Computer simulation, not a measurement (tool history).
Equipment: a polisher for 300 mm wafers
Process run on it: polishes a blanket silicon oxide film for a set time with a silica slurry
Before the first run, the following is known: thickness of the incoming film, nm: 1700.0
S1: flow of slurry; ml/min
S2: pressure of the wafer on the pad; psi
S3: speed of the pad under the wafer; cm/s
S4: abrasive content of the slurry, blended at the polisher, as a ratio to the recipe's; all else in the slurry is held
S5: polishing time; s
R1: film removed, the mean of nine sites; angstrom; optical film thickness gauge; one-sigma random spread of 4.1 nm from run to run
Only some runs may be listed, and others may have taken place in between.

run,hour,S1,S2,S3,S4,S5,R1
1,0,245,4.8,126,1,102,4711.9
2,7.4,245,5.5,126,1,102,5376.9
3,10.6,245,5.2,126,1,102,5039.6
4,11.9,245,5,126,1,102,4848.4
5,14.8,245,5,126,1.2,102,5282.3
6,16.7,245,4.8,126,1.2,102,5053.1
7,19,245,4.6,126,1.2,102,4886.5
8,24.3,245,4.4,126,1.2,102,4542.6

What does the tool deliver on the next run?
9,29.5,245,4.3,126,1.2,102,?

For run 9 the tool returned R1 4521.9 angstrom.
